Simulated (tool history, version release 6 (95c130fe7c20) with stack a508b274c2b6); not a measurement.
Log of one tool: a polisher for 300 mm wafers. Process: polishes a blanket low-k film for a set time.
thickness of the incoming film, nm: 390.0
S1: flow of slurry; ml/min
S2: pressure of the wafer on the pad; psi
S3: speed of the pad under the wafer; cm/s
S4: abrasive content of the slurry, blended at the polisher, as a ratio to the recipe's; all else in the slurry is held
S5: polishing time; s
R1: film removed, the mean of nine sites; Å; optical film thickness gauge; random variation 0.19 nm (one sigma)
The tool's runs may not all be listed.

run,hour,S1,S2,S3,S4,S5,R1
1,0.0,160,2.3,116,1.0,122,570.83
2,0.5,160,2.3,116,1.0,127,593.38
3,8.2,160,2.3,102,1.0,127,534.27
4,13.1,155,2.0,102,1.0,127,465.76
5,16.0,155,1.5,102,1.0,127,358.76
6,23.4,150,1.4,102,1.0,127,332.08
7,26.3,140,1.4,102,1.0,127,327.06
8,32.5,130,1.4,102,1.0,127,323.75
9,33.7,125,1.4,102,1.0,127,323.06

Run 10 comes next. What will it give?
10,40.7,120,1.4,102,1.0,127,?

{"run 10": {"R1": 315.84}}
